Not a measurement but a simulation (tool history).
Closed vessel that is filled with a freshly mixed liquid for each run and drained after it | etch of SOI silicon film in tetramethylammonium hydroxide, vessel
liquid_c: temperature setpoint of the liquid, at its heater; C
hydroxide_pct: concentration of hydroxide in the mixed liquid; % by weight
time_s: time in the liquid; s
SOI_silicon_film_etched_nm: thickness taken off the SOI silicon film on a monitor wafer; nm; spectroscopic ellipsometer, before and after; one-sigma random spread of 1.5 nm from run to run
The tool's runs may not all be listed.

{"run": 1, "hour": 0.0, "liquid_c": 66, "hydroxide_pct": 19.5, "time_s": 35, "SOI_silicon_film_etched_nm": 130.25}
{"run": 2, "hour": 6.2, "liquid_c": 66, "hydroxide_pct": 19.5, "time_s": 30, "SOI_silicon_film_etched_nm": 114.21}
{"run": 3, "hour": 8.3, "liquid_c": 66.5, "hydroxide_pct": 19.5, "time_s": 30, "SOI_silicon_film_etched_nm": 115.58}
{"run": 4, "hour": 10.8, "liquid_c": 66.5, "hydroxide_pct": 21.5, "time_s": 30, "SOI_silicon_film_etched_nm": 111.67}
{"run": 5, "hour": 11.9, "liquid_c": 67.5, "hydroxide_pct": 21.5, "time_s": 30, "SOI_silicon_film_etched_nm": 119.89}
{"run": 6, "hour": 15.1, "liquid_c": 67.5, "hydroxide_pct": 21.5, "time_s": 30, "SOI_silicon_film_etched_nm": 120.81}

What does the tool deliver on the next run?
{"run": 7, "hour": 16.0, "liquid_c": 68, "hydroxide_pct": 21.5, "time_s": 30, "SOI_silicon_film_etched_nm": "?"}

Run 7 came out at SOI_silicon_film_etched_nm 122.94 nm.
